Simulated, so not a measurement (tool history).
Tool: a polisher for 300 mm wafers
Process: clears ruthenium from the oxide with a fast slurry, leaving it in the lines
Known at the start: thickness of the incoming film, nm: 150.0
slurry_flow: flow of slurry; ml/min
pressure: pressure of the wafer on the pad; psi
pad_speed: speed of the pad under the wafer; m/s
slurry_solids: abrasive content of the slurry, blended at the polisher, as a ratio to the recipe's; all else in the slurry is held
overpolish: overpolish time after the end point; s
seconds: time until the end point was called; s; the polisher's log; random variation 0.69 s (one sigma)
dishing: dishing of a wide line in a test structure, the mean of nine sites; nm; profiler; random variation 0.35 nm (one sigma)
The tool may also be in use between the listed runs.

run 1 hour=0.0 | slurry_flow=305 pressure=3.1 pad_speed=1.08 slurry_solids=1.00 overpolish=13 | seconds=23.468 dishing=51.216
run 2 hour=5.0 | slurry_flow=305 pressure=3.1 pad_speed=1.08 slurry_solids=1.20 overpolish=13 | seconds=21.845 dishing=52.832
run 3 hour=13.9 | slurry_flow=335 pressure=3.1 pad_speed=1.08 slurry_solids=1.20 overpolish=13 | seconds=21.801 dishing=56.018
run 4 hour=19.9 | slurry_flow=270 pressure=3.1 pad_speed=1.08 slurry_solids=1.20 overpolish=13 | seconds=22.681 dishing=55.161
run 5 hour=27.5 | slurry_flow=295 pressure=2.8 pad_speed=1.00 slurry_solids=1.15 overpolish=10 | seconds=26.721 dishing=38.920
run 6 hour=34.1 | slurry_flow=295 pressure=2.8 pad_speed=0.78 slurry_solids=1.15 overpolish=10 | seconds=33.455 dishing=31.472
run 7 hour=39.6 | slurry_flow=300 pressure=2.7 pad_speed=0.76 slurry_solids=1.15 overpolish=9 | seconds=36.346 dishing=28.267

Run 8 comes next. What will it give?
run 8 hour=48.0 | slurry_flow=300 pressure=2.6 pad_speed=0.76 slurry_solids=1.15 overpolish=8 | seconds=? dishing=?

{"run 8": {"seconds": 36.845, "dishing": 25.384}}

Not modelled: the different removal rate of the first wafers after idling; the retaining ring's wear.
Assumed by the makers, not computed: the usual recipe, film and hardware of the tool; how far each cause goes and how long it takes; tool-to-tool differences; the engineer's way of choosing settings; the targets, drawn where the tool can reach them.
